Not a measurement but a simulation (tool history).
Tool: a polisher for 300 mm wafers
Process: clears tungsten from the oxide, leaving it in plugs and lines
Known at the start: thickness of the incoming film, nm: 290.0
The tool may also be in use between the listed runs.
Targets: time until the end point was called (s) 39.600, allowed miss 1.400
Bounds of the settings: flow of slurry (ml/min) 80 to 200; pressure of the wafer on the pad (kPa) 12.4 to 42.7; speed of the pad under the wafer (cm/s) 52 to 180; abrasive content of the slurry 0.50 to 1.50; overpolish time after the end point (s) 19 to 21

run  hour  flow of slurry (ml/min)  pressure of the wafer on the pad (kPa)  speed of the pad under the wafer (cm/s)  abrasive content of the slurry  overpolish time after the end point (s)  time until the end point was called (s)
  1   0.0                      130                                    27.6                                      116                            1.00                                       19                                   54.178
  2   7.3                      135                                    29.6                                      116                            1.00                                       19                                   50.640
  3  13.5                      135                                    24.1                                      116                            1.00                                       19                                   61.166
  4  19.5                      135                                    24.1                                      116                            1.10                                       19                                   60.737
  5  20.3                      140                                    26.9                                      116                            1.10                                       19                                   53.500
  6  25.6                      140                                    26.9                                      102                            1.10                                       19                                   60.849
  7  32.4                      145                                    29.6                                      102                            1.10                                       19                                   54.640
  8  35.5                      165                                    37.2                                      104                            1.10                                       19                                   43.207

5 next moves are on the table. One of them brings every result within its allowed miss. Which?
  A  38.6                      125                                    37.2                                      118                            1.20                                       19                                        ?
  B  38.6                      165                                    33.1                                      106                            1.00                                       19                                        ?
  C  38.6                      105                                    35.2                                      124                            0.85                                       21                                        ?
  D  38.6                      180                                    37.9                                       92                            1.05                                       19                                        ?
  E  38.6                      150                                    42.7                                       78                            1.20                                       21                                        ?

move  time until the end point was called (s)
   A                                   39.513
   B                                   48.345
   C                                   44.225
   D                                   47.681
   E                                   49.959
A: meets every target
B: further off than the last run
C: further off than the last run
D: further off than the last run
E: further off than the last run
Move A is the one to make.

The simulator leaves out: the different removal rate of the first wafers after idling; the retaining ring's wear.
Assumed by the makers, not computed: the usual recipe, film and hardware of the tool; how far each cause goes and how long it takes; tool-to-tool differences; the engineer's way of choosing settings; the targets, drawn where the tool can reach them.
